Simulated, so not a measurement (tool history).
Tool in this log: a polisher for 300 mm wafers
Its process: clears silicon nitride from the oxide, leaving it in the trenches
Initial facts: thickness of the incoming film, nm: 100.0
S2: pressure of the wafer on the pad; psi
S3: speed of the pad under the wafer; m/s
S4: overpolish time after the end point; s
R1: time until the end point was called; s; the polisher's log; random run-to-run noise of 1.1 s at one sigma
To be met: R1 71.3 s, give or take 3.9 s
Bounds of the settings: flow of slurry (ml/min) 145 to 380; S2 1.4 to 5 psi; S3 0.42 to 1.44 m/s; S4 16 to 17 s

run 1 day=0 | flow_of_slurry_(ml/min)=245 S2=3.2 S3=0.92 S4=16 | R1=106.56
run 2 day=0.071 | flow_of_slurry_(ml/min)=245 S2=3.2 S3=0.92 S4=16 | R1=106.51
run 3 day=0.317 | flow_of_slurry_(ml/min)=190 S2=3.2 S3=0.92 S4=16 | R1=106.87
run 4 day=0.588 | flow_of_slurry_(ml/min)=190 S2=3.2 S3=1.02 S4=16 | R1=101.04
run 5 day=0.621 | flow_of_slurry_(ml/min)=190 S2=3.2 S3=1.12 S4=16 | R1=88.281
run 6 day=0.646 | flow_of_slurry_(ml/min)=150 S2=3.2 S3=1.12 S4=16 | R1=93.668
run 7 day=0.996 | flow_of_slurry_(ml/min)=155 S2=3.4 S3=1.12 S4=16 | R1=87.25
run 8 day=1.154 | flow_of_slurry_(ml/min)=155 S2=3.5 S3=1.12 S4=16 | R1=85.276
run 9 day=1.379 | flow_of_slurry_(ml/min)=155 S2=3.6 S3=1.12 S4=16 | R1=83.755
run 10 day=1.517 | flow_of_slurry_(ml/min)=155 S2=3.7 S3=1.12 S4=16 | R1=78.518
run 11 day=1.675 | flow_of_slurry_(ml/min)=155 S2=3.8 S3=1.12 S4=16 | R1=75.73
run 12 day=1.796 | flow_of_slurry_(ml/min)=160 S2=3.9 S3=1.12 S4=16 | R1=76.816

4 next moves are on the table. One of them brings every result within its allowed miss. Which?
run A day=1.917 | flow_of_slurry_(ml/min)=160 S2=4.1 S3=1.02 S4=16 | R1=?
run B day=1.917 | flow_of_slurry_(ml/min)=145 S2=3.3 S3=1.16 S4=17 | R1=?
run C day=1.917 | flow_of_slurry_(ml/min)=145 S2=4 S3=1 S4=16 | R1=?
run D day=1.917 | flow_of_slurry_(ml/min)=215 S2=3.4 S3=1.32 S4=17 | R1=?

move=A R1=79.367
move=B R1=87.99
move=C R1=84.314
move=D R1=70.961
A: its largest miss is bigger than the last run's
B: its largest miss is bigger than the last run's
C: its largest miss is bigger than the last run's
D: every result lands within tolerance
Answer: D
